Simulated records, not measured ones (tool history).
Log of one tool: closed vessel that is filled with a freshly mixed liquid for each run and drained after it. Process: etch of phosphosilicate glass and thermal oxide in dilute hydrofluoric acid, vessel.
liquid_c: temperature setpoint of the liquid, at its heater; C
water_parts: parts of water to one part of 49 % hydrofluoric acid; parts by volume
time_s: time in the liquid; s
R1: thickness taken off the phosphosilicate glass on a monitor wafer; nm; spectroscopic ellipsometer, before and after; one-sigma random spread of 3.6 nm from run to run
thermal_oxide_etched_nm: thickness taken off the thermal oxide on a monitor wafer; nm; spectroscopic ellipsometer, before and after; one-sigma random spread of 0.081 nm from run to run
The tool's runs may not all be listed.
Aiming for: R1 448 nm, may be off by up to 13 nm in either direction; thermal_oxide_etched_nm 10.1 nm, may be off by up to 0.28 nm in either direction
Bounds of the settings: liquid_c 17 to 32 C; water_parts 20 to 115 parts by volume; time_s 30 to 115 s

{"run": 1, "hour": 0.0, "liquid_c": 24, "water_parts": 65, "time_s": 60, "R1": 202.02, "thermal_oxide_etched_nm": 4.5524}
{"run": 2, "hour": 9.2, "liquid_c": 26, "water_parts": 60, "time_s": 60, "R1": 238.84, "thermal_oxide_etched_nm": 5.3147}
{"run": 3, "hour": 15.5, "liquid_c": 27, "water_parts": 55, "time_s": 60, "R1": 273.18, "thermal_oxide_etched_nm": 6.0792}
{"run": 4, "hour": 18.7, "liquid_c": 28, "water_parts": 50, "time_s": 60, "R1": 315.65, "thermal_oxide_etched_nm": 7.0335}
{"run": 5, "hour": 24.2, "liquid_c": 29, "water_parts": 45, "time_s": 60, "R1": 367.78, "thermal_oxide_etched_nm": 8.1473}
{"run": 6, "hour": 29.0, "liquid_c": 29.5, "water_parts": 45, "time_s": 60, "R1": 371.18, "thermal_oxide_etched_nm": 8.4197}
{"run": 7, "hour": 34.6, "liquid_c": 30, "water_parts": 45, "time_s": 60, "R1": 386.02, "thermal_oxide_etched_nm": 8.5843}
{"run": 8, "hour": 43.7, "liquid_c": 30.5, "water_parts": 45, "time_s": 60, "R1": 388.05, "thermal_oxide_etched_nm": 8.6874}
{"run": 9, "hour": 50.6, "liquid_c": 31, "water_parts": 45, "time_s": 60, "R1": 397.13, "thermal_oxide_etched_nm": 8.9947}

Which of these 4 next moves meets every target?
{"run": "A", "hour": 57.5, "liquid_c": 29.5, "water_parts": 50, "time_s": 75, "R1": "?", "thermal_oxide_etched_nm": "?"}
{"run": "B", "hour": 57.5, "liquid_c": 26.5, "water_parts": 30, "time_s": 50, "R1": "?", "thermal_oxide_etched_nm": "?"}
{"run": "C", "hour": 57.5, "liquid_c": 27.5, "water_parts": 20, "time_s": 35, "R1": "?", "thermal_oxide_etched_nm": "?"}
{"run": "D", "hour": 57.5, "liquid_c": 32, "water_parts": 45, "time_s": 65, "R1": "?", "thermal_oxide_etched_nm": "?"}

move=A R1=416.42 thermal_oxide_etched_nm=9.3527
move=B R1=422.41 thermal_oxide_etched_nm=9.4873
move=C R1=469.02 thermal_oxide_etched_nm=10.534
move=D R1=445.66 thermal_oxide_etched_nm=10.01
A: moves toward the targets from the last run without getting all of them in spec
B: moves toward the targets from the last run without getting all of them in spec
C: pushes the last run's worst result past its target
D: all results land within tolerance of their targets
Move D is the one to make.

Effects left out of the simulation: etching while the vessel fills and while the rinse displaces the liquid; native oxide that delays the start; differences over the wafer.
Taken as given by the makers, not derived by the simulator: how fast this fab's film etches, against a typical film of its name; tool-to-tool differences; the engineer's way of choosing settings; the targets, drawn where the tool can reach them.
